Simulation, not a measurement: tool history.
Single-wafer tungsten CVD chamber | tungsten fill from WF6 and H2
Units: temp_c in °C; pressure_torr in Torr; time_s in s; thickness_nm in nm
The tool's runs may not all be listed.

{"run": 1, "day": 0.0, "temp_c": 380, "pressure_torr": 30.5, "time_s": 16.9, "thickness_nm": 33.3}
{"run": 2, "day": 0.325, "temp_c": 380, "pressure_torr": 30.5, "time_s": 16.9, "thickness_nm": 33.398}
{"run": 3, "day": 0.45, "temp_c": 380, "pressure_torr": 30.5, "time_s": 17.5, "thickness_nm": 34.647}
{"run": 4, "day": 0.612, "temp_c": 380, "pressure_torr": 30.5, "time_s": 17.5, "thickness_nm": 34.677}
{"run": 5, "day": 0.904, "temp_c": 380, "pressure_torr": 27.4, "time_s": 17.5, "thickness_nm": 32.73}
{"run": 6, "day": 1.1, "temp_c": 381, "pressure_torr": 27.4, "time_s": 17.5, "thickness_nm": 33.349}

Run 7 comes next. What will it give?
{"run": 7, "day": 1.371, "temp_c": 382, "pressure_torr": 27.4, "time_s": 17.5, "thickness_nm": "?"}

Run 7 gave thickness_nm 33.872 nm.

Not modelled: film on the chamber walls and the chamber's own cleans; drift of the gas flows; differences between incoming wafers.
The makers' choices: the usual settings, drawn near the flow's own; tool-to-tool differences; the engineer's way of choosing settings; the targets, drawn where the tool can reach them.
